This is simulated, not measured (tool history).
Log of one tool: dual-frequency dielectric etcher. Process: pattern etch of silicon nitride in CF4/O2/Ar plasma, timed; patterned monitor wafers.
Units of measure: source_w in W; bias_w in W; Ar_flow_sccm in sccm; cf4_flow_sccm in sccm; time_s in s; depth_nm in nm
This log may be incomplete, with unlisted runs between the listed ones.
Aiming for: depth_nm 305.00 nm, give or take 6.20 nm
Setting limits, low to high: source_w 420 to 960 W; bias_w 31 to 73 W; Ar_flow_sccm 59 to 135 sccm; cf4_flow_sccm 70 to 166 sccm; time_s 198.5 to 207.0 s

run	hour	source_w	bias_w	Ar_flow_sccm	cf4_flow_sccm	time_s	depth_nm
1	0.0	690	52	97	118	198.5	476.13
2	2.7	690	52	97	135	198.5	474.71
3	11.1	690	44	97	135	198.5	448.71
4	17.8	640	43	98	135	198.5	416.79
5	23.7	600	42	98	135	198.5	389.64
6	24.6	600	42	98	153	198.5	393.96
7	28.6	600	42	98	153	198.5	394.51
8	31.4	570	42	98	153	198.5	376.71
9	39.8	540	42	98	153	198.5	360.13
10	44.2	520	42	98	153	198.5	346.14
11	50.9	510	42	98	153	198.5	340.41
12	54.6	500	42	98	153	198.5	338.38
13	58.9	490	42	98	153	198.5	330.50
14	66.5	480	42	98	153	198.5	326.24
15	68.7	470	42	98	153	198.5	319.49
16	71.1	460	42	98	153	198.5	314.10

Consider the 5 candidate settings below. Which is the only one whose results all fall within their allowed miss of target?
A	73.5	450	40	73	166	206.5	?
B	73.5	510	35	110	141	204.0	?
C	73.5	500	39	90	158	198.5	?
D	73.5	440	37	97	159	203.5	?
E	73.5	430	47	94	145	198.5	?

move	depth_nm
A	323.59
B	322.47
C	331.33
D	295.34
E	308.31
A: the biggest miss grows against the last run
B: the biggest miss grows against the last run
C: the biggest miss grows against the last run
D: carries the result that was furthest off beyond its target, to the other side
E: every result lands within tolerance
So the answer is move E, the one that meets all the targets.
